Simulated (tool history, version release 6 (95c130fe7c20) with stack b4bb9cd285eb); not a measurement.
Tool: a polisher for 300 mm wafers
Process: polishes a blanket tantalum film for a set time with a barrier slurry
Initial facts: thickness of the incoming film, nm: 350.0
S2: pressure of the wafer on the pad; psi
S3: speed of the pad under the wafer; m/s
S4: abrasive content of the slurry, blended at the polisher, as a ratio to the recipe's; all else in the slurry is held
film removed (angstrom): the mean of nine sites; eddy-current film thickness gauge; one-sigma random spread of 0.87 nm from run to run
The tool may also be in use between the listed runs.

Run 1, day 0.000: flow of slurry (ml/min) 160, S2 2.5 psi, S3 1.18 m/s, S4 1.0, polishing time (s) 65. Result: film removed (angstrom) 1688.40.
Run 2, day 0.338: flow of slurry (ml/min) 160, S2 2.2 psi, S3 1.06 m/s, S4 1.0, polishing time (s) 65. Result: film removed (angstrom) 1382.00.
Run 3, day 0.467: flow of slurry (ml/min) 160, S2 1.9 psi, S3 0.96 m/s, S4 1.0, polishing time (s) 65. Result: film removed (angstrom) 1093.30.
Run 4, day 0.808: flow of slurry (ml/min) 160, S2 1.7 psi, S3 0.90 m/s, S4 1.0, polishing time (s) 65. Result: film removed (angstrom) 947.84.
Run 5, day 0.958: flow of slurry (ml/min) 160, S2 1.7 psi, S3 0.90 m/s, S4 1.0, polishing time (s) 68. Result: film removed (angstrom) 974.95.
Run 6, day 1.117: flow of slurry (ml/min) 160, S2 1.7 psi, S3 0.90 m/s, S4 0.8, polishing time (s) 68. Result: film removed (angstrom) 887.45.
Run 7, day 1.271: flow of slurry (ml/min) 155, S2 1.1 psi, S3 0.78 m/s, S4 0.8, polishing time (s) 68. Result: film removed (angstrom) 513.86.
Run 8, day 1.621: flow of slurry (ml/min) 165, S2 1.1 psi, S3 0.78 m/s, S4 0.8, polishing time (s) 68. Result: film removed (angstrom) 524.70.
Run 9, day 1.654: flow of slurry (ml/min) 165, S2 1.2 psi, S3 0.78 m/s, S4 0.8, polishing time (s) 68. Result: film removed (angstrom) 569.47.
Run 10, day 1.808: flow of slurry (ml/min) 165, S2 1.2 psi, S3 0.78 m/s, S4 0.8, polishing time (s) 68. Result: film removed (angstrom) 553.53.

What will run 11 give?
Run 11, day 2.075: flow of slurry (ml/min) 170, S2 1.6 psi, S3 0.80 m/s, S4 0.8, polishing time (s) 68. Result: film removed (angstrom) ?.

film removed (angstrom): 763.25
